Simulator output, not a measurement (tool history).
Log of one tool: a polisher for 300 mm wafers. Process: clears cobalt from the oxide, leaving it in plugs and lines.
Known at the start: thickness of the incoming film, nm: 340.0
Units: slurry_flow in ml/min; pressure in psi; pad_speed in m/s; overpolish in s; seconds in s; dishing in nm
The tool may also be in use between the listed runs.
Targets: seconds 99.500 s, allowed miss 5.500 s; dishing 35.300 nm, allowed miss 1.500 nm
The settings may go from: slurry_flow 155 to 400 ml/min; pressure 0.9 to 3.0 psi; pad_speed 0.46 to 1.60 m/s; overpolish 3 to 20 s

{"run": 1, "hour": 0.0, "slurry_flow": 255, "pressure": 1.9, "pad_speed": 1.02, "overpolish": 10, "seconds": 68.64, "dishing": 35.509}
{"run": 2, "hour": 3.3, "slurry_flow": 255, "pressure": 1.9, "pad_speed": 1.26, "overpolish": 10, "seconds": 56.774, "dishing": 40.412}
{"run": 3, "hour": 12.1, "slurry_flow": 255, "pressure": 1.9, "pad_speed": 1.1, "overpolish": 10, "seconds": 67.021, "dishing": 36.953}
{"run": 4, "hour": 19.6, "slurry_flow": 255, "pressure": 1.9, "pad_speed": 1.28, "overpolish": 10, "seconds": 56.888, "dishing": 41.574}
{"run": 5, "hour": 23.1, "slurry_flow": 255, "pressure": 1.5, "pad_speed": 1.28, "overpolish": 10, "seconds": 63.743, "dishing": 37.811}
{"run": 6, "hour": 30.6, "slurry_flow": 255, "pressure": 1.5, "pad_speed": 1.46, "overpolish": 10, "seconds": 56.176, "dishing": 41.82}
{"run": 7, "hour": 38.5, "slurry_flow": 255, "pressure": 1.4, "pad_speed": 1.4, "overpolish": 11, "seconds": 59.98, "dishing": 41.048}
{"run": 8, "hour": 42.2, "slurry_flow": 255, "pressure": 1.3, "pad_speed": 1.34, "overpolish": 12, "seconds": 64.565, "dishing": 41.372}
{"run": 9, "hour": 50.8, "slurry_flow": 255, "pressure": 1.2, "pad_speed": 1.28, "overpolish": 13, "seconds": 73.393, "dishing": 41.706}
{"run": 10, "hour": 54.2, "slurry_flow": 255, "pressure": 1.2, "pad_speed": 1.24, "overpolish": 13, "seconds": 74.451, "dishing": 40.58}
{"run": 11, "hour": 56.6, "slurry_flow": 255, "pressure": 1.2, "pad_speed": 1.2, "overpolish": 13, "seconds": 76.561, "dishing": 39.051}
{"run": 12, "hour": 65.2, "slurry_flow": 255, "pressure": 1.2, "pad_speed": 1.18, "overpolish": 13, "seconds": 78.749, "dishing": 39.144}
{"run": 13, "hour": 72.2, "slurry_flow": 255, "pressure": 1.2, "pad_speed": 1.18, "overpolish": 13, "seconds": 78.057, "dishing": 39.546}
{"hour": 78.4, "done": "head pressure recalibrated"}
{"run": 14, "hour": 78.4, "slurry_flow": 255, "pressure": 1.2, "pad_speed": 1.18, "overpolish": 13, "seconds": 74.286, "dishing": 41.257}
{"run": 15, "hour": 80.0, "slurry_flow": 255, "pressure": 1.2, "pad_speed": 1.14, "overpolish": 13, "seconds": 75.704, "dishing": 40.008}
{"run": 16, "hour": 82.2, "slurry_flow": 250, "pressure": 1.2, "pad_speed": 1.08, "overpolish": 13, "seconds": 80.663, "dishing": 38.278}
{"run": 17, "hour": 86.4, "slurry_flow": 250, "pressure": 1.2, "pad_speed": 1.06, "overpolish": 13, "seconds": 82.826, "dishing": 37.831}
{"run": 18, "hour": 88.3, "slurry_flow": 250, "pressure": 1.2, "pad_speed": 1.04, "overpolish": 13, "seconds": 84.472, "dishing": 38.25}
{"run": 19, "hour": 97.3, "slurry_flow": 250, "pressure": 1.2, "pad_speed": 1.02, "overpolish": 13, "seconds": 83.523, "dishing": 36.54}
{"run": 20, "hour": 104.4, "slurry_flow": 250, "pressure": 1.2, "pad_speed": 1.0, "overpolish": 13, "seconds": 89.663, "dishing": 36.083}

Which of these 4 next moves meets every target?
{"run": "A", "hour": 111.5, "slurry_flow": 275, "pressure": 1.2, "pad_speed": 0.86, "overpolish": 16, "seconds": "?", "dishing": "?"}
{"run": "B", "hour": 111.5, "slurry_flow": 235, "pressure": 1.5, "pad_speed": 0.8, "overpolish": 14, "seconds": "?", "dishing": "?"}
{"run": "C", "hour": 111.5, "slurry_flow": 270, "pressure": 1.1, "pad_speed": 1.0, "overpolish": 14, "seconds": "?", "dishing": "?"}
{"run": "D", "hour": 111.5, "slurry_flow": 225, "pressure": 1.5, "pad_speed": 0.88, "overpolish": 13, "seconds": "?", "dishing": "?"}

move=A seconds=100.210 dishing=38.762
move=B seconds=97.543 dishing=36.019
move=C seconds=90.446 dishing=37.929
move=D seconds=89.484 dishing=36.302
A: brings the result that was furthest off to its target, and leaves another outside
B: meets every target
C: as far off as the last run
D: as far off as the last run
Answer: B
